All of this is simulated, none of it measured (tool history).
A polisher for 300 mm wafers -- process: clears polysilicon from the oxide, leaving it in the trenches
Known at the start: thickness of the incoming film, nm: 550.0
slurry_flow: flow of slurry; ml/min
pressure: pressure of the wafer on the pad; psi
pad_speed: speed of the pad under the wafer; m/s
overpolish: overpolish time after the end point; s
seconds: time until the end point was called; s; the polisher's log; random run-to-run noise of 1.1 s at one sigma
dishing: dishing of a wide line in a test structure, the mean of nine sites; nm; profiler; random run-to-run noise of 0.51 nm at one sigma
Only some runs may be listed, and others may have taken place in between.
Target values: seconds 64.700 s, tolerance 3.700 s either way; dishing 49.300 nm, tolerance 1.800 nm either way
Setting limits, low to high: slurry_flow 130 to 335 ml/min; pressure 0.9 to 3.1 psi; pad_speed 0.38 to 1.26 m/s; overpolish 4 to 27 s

run 1 hour=0.0 | slurry_flow=215 pressure=2.0 pad_speed=0.82 overpolish=14 | seconds=81.458 dishing=45.221
run 2 hour=4.5 | slurry_flow=190 pressure=2.0 pad_speed=0.82 overpolish=14 | seconds=82.801 dishing=45.560
run 3 hour=5.1 | slurry_flow=190 pressure=2.1 pad_speed=0.82 overpolish=14 | seconds=78.755 dishing=46.998
run 4 hour=12.4 | slurry_flow=190 pressure=1.9 pad_speed=0.82 overpolish=14 | seconds=84.854 dishing=45.573
run 5 hour=14.0 | slurry_flow=190 pressure=2.0 pad_speed=0.82 overpolish=14 | seconds=84.310 dishing=46.440
run 6 hour=18.3 | slurry_flow=190 pressure=2.0 pad_speed=0.66 overpolish=14 | seconds=103.030 dishing=42.779
run 7 hour=26.7 | slurry_flow=190 pressure=2.2 pad_speed=0.66 overpolish=14 | seconds=92.785 dishing=43.658
run 8 hour=28.2 | slurry_flow=190 pressure=2.8 pad_speed=0.70 overpolish=15 | seconds=67.606 dishing=49.800

4 next moves are on the table. One of them brings every result within its allowed miss. Which?
run A hour=29.7 | slurry_flow=180 pressure=2.9 pad_speed=0.62 overpolish=16 | seconds=? dishing=?
run B hour=29.7 | slurry_flow=215 pressure=2.8 pad_speed=0.64 overpolish=16 | seconds=? dishing=?
run C hour=29.7 | slurry_flow=205 pressure=2.7 pad_speed=0.78 overpolish=14 | seconds=? dishing=?
run D hour=29.7 | slurry_flow=130 pressure=2.8 pad_speed=0.70 overpolish=19 | seconds=? dishing=?

move=A seconds=76.237 dishing=48.919
move=B seconds=74.494 dishing=49.233
move=C seconds=64.201 dishing=49.434
move=D seconds=75.046 dishing=51.207
A: further off than the last run
B: further off than the last run
C: every result lands within tolerance
D: further off than the last run
C is the move that brings every result within its allowed miss.
